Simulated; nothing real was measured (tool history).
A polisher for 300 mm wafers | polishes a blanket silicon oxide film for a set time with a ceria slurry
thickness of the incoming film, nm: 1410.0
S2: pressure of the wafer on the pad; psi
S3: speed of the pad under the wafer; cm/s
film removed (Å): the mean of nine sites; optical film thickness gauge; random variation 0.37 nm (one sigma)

{"run": 1, "hour": 0.0, "flow of slurry (ml/min)": 300, "S2": 2.2, "S3": 96, "polishing time (s)": 17, "film removed (Å)": 519.83}
{"run": 2, "hour": 1.5, "flow of slurry (ml/min)": 300, "S2": 2, "S3": 96, "polishing time (s)": 17, "film removed (Å)": 477.68}
{"run": 3, "hour": 8.6, "flow of slurry (ml/min)": 300, "S2": 2.4, "S3": 96, "polishing time (s)": 17, "film removed (Å)": 534.01}
{"run": 4, "hour": 14.7, "flow of slurry (ml/min)": 300, "S2": 2.1, "S3": 96, "polishing time (s)": 17, "film removed (Å)": 493.55}
{"run": 5, "hour": 15.3, "flow of slurry (ml/min)": 300, "S2": 1.9, "S3": 96, "polishing time (s)": 17, "film removed (Å)": 462.35}
{"run": 6, "hour": 17.3, "flow of slurry (ml/min)": 300, "S2": 1.9, "S3": 118, "polishing time (s)": 17, "film removed (Å)": 554.62}
{"run": 7, "hour": 25.7, "flow of slurry (ml/min)": 300, "S2": 1.6, "S3": 118, "polishing time (s)": 17, "film removed (Å)": 492.99}
{"hour": 30.8, "done": "head pressure recalibrated"}
{"run": 8, "hour": 30.8, "flow of slurry (ml/min)": 300, "S2": 1.4, "S3": 118, "polishing time (s)": 17, "film removed (Å)": 486.65}

Run 9 comes next. What will it give?
{"run": 9, "hour": 39.5, "flow of slurry (ml/min)": 300, "S2": 1.3, "S3": 116, "polishing time (s)": 17, "film removed (Å)": "?"}

{"run 9": {"film removed (Å)": 456.83}}
